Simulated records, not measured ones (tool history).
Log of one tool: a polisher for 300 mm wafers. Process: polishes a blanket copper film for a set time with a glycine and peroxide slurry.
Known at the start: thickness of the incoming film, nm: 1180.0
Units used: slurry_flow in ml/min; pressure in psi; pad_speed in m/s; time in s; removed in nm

run 1 day=0.000 | slurry_flow=180 pressure=2.2 pad_speed=0.88 time=20 | removed=67.935
run 2 day=0.117 | slurry_flow=180 pressure=2.2 pad_speed=1.02 time=20 | removed=78.809
run 3 day=0.317 | slurry_flow=180 pressure=2.2 pad_speed=1.02 time=20 | removed=77.216
run 4 day=0.450 | slurry_flow=180 pressure=2.1 pad_speed=1.00 time=20 | removed=75.932
run 5 day=0.504 | slurry_flow=180 pressure=2.0 pad_speed=0.98 time=20 | removed=69.712
run 6 day=0.638 | slurry_flow=180 pressure=1.9 pad_speed=0.98 time=20 | removed=69.226
run 7 day=0.929 | slurry_flow=180 pressure=1.8 pad_speed=0.96 time=20 | removed=66.195
run 8 day=1.250 | slurry_flow=180 pressure=1.7 pad_speed=0.94 time=20 | removed=62.029
run 9 day=1.425 | slurry_flow=180 pressure=1.6 pad_speed=0.94 time=20 | removed=61.359

For run 10, what comes out?
run 10 day=1.721 | slurry_flow=180 pressure=1.6 pad_speed=0.94 time=20 | removed=?

Run 10 yielded removed 60.641 nm.
